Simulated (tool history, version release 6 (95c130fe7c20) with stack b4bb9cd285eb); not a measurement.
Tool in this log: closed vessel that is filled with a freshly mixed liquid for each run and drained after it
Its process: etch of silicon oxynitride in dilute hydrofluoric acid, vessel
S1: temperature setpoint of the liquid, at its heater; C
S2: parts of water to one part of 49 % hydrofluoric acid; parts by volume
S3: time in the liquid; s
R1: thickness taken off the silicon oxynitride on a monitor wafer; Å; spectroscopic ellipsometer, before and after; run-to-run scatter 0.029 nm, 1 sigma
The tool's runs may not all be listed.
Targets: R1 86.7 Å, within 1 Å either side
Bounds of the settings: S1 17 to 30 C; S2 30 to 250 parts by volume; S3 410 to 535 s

run,hour,S1,S2,S3,R1
1,0,22,140,535,73.342
2,3.9,23,140,535,77.358
3,5.2,23,165,535,64.752
4,11.1,23,165,410,49.593
5,14.2,23,165,410,49.433
6,19.3,21.5,165,410,46.203
7,21,23.5,165,410,50.727
8,29.2,25,160,410,55.97
9,34.6,26,155,410,60.934
10,39.6,27,150,410,65.637
11,41.6,27.5,145,410,70.16
12,48.1,28,140,410,74.725
13,51.2,28.5,140,410,76.676
14,60.3,29,140,410,77.95
15,64.4,29.5,135,410,83.621
16,66.9,30,135,410,84.848
17,70,30,135,450,92.772
18,78.2,29.5,135,450,91.248
19,85.5,29.5,135,450,90.874
20,94.5,29,135,450,88.842

5 candidate next runs follow, results not yet known. Just one meets every target within its allowed miss. Identify it.
A,103.5,29,145,490,?
B,103.5,30,155,505,?
C,103.5,29,155,510,?
D,103.5,28,135,490,?
E,103.5,29,130,430,?

move,R1
A,90.279
B,90.056
C,87.089
D,93.636
E,89.625
A: further off than the last run
B: further off than the last run
C: hits every target within its allowed miss
D: further off than the last run
E: further off than the last run
The right move is C.
